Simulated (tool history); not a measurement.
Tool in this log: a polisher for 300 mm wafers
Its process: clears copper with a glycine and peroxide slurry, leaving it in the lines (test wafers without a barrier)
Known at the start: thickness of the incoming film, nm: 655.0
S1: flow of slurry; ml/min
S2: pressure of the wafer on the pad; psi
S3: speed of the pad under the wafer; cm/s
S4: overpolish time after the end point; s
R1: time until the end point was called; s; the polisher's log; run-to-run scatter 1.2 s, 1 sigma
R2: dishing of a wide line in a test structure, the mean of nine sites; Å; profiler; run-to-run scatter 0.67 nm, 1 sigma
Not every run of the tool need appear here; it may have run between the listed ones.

| run | hour | S1 | S2 | S3 | S4 | R1 | R2 |
|---|---|---|---|---|---|---|---|
| 1 | 0 | 220 | 2 | 122 | 12 | 150.65 | 348.08 |
| 2 | 2.3 | 220 | 2.2 | 122 | 13 | 139.63 | 398.46 |
| 3 | 3.7 | 220 | 2.3 | 122 | 14 | 132.92 | 441.95 |
| 4 | 10.1 | 220 | 2.4 | 122 | 14 | 130.03 | 462.72 |
| 5 | 17 | 220 | 2.4 | 148 | 14 | 111.71 | 526.44 |
| 6 | 22.6 | 220 | 2.4 | 148 | 12 | 108.43 | 442.71 |
| 7 | 24.4 | 220 | 2.4 | 148 | 13 | 108.7 | 491.2 |

Run 8 comes next. What will it give?
| 8 | 31.7 | 220 | 2.4 | 148 | 14 | ? | ? |

R1: 108.97 s
R2: 514.62 Å

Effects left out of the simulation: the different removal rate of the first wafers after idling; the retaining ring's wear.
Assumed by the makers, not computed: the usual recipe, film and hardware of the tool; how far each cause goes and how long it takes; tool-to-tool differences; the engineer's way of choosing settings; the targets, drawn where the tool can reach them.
